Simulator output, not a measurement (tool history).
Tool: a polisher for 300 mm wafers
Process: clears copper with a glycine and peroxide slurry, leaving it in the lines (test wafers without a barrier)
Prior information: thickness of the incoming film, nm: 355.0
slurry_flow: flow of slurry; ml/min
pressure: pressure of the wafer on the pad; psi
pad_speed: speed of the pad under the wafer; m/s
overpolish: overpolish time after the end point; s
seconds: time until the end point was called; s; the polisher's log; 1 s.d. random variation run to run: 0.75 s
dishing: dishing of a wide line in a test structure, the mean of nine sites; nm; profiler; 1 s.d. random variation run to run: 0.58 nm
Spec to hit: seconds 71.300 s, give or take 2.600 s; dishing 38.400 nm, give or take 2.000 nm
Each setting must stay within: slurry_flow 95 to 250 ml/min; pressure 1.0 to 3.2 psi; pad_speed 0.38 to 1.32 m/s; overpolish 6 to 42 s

run    day  slurry_flow  pressure  pad_speed  overpolish  seconds  dishing
  1  0.000          160       2.1       0.84          21   84.935   54.258
  2  0.304          135       2.1       0.84          21   87.265   54.611
  3  0.675          135       2.1       0.94          21   83.594   55.994
  4  0.842          135       2.1       0.94          30   80.750   68.632
  5  1.062          165       1.9       1.02          24   79.609   59.486
  6  1.308          185       1.8       1.06          20   82.482   52.943
  7  1.388          195       1.8       1.12          17   79.208   49.650
  8  1.646          195       1.8       1.16          14   76.943   43.471
  9  1.979          195       1.8       1.18          13   77.161   40.596
 10  2.242          195       1.8       1.18          12   74.676   38.291

5 next moves are on the table. One of them brings every result within its allowed miss. Which?
  A  2.504          230       1.7       1.04          13        ?        ?
  B  2.504          195       1.9       1.04          15        ?        ?
  C  2.504          245       1.9       1.04          12        ?        ?
  D  2.504          245       2.1       1.02          11        ?        ?
  E  2.504          145       2.1       1.06          12        ?        ?

move  seconds  dishing
   A   84.562   38.469
   B   79.308   45.506
   C   77.286   38.983
   D   72.382   38.507
   E   75.635   39.834
A: further off than the last run
B: further off than the last run
C: further off than the last run
D: all results in spec
E: further off than the last run
Correct choice: D, which meets every target

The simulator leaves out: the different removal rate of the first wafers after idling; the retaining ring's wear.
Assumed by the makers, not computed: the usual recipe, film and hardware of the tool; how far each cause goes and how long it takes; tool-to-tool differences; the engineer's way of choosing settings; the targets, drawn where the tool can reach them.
